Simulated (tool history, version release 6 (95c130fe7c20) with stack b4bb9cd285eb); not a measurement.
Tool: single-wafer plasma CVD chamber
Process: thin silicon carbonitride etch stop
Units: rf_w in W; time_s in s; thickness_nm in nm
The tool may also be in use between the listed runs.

run  hour  rf_w  time_s  thickness_nm
  1   0.0   220    22.2        13.545
  2   2.0   235    22.3        13.980
  3   6.6   240    22.3        14.070
  4  13.3   240    20.7        13.039
  5  16.6   240    22.0        13.846
  6  24.6   250    22.0        13.949
  7  31.1   250    22.0        14.053

Forecast run 8:
  8  36.7   255    22.0             ?

Run 8 gave thickness_nm 14.140 nm.

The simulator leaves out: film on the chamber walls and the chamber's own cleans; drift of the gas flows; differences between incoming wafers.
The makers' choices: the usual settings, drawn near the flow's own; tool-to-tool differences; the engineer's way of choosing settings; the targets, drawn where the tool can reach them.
